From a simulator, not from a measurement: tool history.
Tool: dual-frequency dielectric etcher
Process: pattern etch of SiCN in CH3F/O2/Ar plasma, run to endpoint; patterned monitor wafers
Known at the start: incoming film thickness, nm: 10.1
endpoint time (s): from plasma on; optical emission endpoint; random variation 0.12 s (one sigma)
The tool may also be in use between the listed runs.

run,hour,source power (kW),bias power (kW),endpoint time (s)
1,0,0.37,0.072,28.399
2,8.2,0.37,0.078,28.055
3,8.9,0.4,0.078,27.199
4,11.6,0.42,0.079,26.774
5,14,0.37,0.079,28.091
# hour 16.3: source power generator calibrated
6,16.3,0.37,0.086,26.973

Forecast run 7:
7,19.8,0.39,0.087,?

Run 7 gave endpoint time (s) 26.229.
